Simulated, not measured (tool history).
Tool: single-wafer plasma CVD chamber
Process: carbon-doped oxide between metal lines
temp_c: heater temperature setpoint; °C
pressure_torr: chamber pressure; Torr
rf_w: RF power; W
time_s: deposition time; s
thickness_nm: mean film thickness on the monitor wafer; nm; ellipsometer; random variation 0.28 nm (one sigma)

run	hour	temp_c	pressure_torr	rf_w	time_s	thickness_nm
1	0.0	375	4.64	485	18.4	83.797
2	1.0	385	4.64	485	18.4	82.247
3	5.1	385	4.64	425	18.4	74.960
4	12.5	385	4.64	485	18.4	81.890
5	19.3	386	4.44	465	18.4	78.848
6	27.2	387	4.22	450	18.4	76.451
7	34.5	388	4.04	440	18.4	74.173
8	36.6	389	3.82	435	18.4	72.572
9	38.9	390	3.64	430	18.4	71.595
10	45.2	391	3.50	425	18.4	70.509
11	54.2	392	3.40	425	18.4	69.672

The next listed run, before its measurement:
12	56.0	393	3.34	425	18.4	?

thickness_nm: 69.804 nm
